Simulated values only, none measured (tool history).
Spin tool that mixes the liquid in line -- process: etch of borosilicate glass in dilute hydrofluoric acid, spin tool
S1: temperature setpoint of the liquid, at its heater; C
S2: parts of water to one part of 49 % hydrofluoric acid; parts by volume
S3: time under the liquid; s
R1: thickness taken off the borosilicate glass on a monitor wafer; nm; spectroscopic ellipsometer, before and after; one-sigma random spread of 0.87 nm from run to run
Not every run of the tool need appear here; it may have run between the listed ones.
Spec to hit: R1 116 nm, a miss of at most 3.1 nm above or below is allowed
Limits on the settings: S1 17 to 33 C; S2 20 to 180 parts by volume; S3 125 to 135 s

| run | hour | S1 | S2 | S3 | R1 |
|---|---|---|---|---|---|
| 1 | 0 | 25 | 100 | 125 | 49.926 |
| 2 | 6.5 | 25 | 100 | 135 | 53.252 |
| 3 | 13.9 | 25 | 100 | 135 | 53.474 |
| 4 | 19.5 | 26.5 | 90 | 135 | 63.766 |
| 5 | 24.9 | 28 | 85 | 135 | 72.278 |
| 6 | 31.8 | 29 | 80 | 135 | 80.997 |
| 7 | 38.4 | 30 | 75 | 135 | 88.614 |
| 8 | 43.4 | 30.5 | 70 | 135 | 98.842 |
| 9 | 46.5 | 31 | 70 | 135 | 99.571 |
| 10 | 53.7 | 31.5 | 70 | 135 | 102.64 |
| 11 | 55.7 | 32 | 70 | 135 | 104.6 |

Of the 4 settings listed for the next run, only one would bring every result within its allowed miss of target. Which one?
| A | 57.7 | 32.5 | 65 | 135 | ? |
| B | 57.7 | 31.5 | 75 | 130 | ? |
| C | 57.7 | 32.5 | 75 | 125 | ? |
| D | 57.7 | 32 | 75 | 135 | ? |

| move | R1 |
|---|---|
| A | 114.88 |
| B | 90.885 |
| C | 90.744 |
| D | 96.179 |
A: every result within its allowed miss
B: lands further from the targets than the last run did
C: lands further from the targets than the last run did
D: lands further from the targets than the last run did
The right move is A.
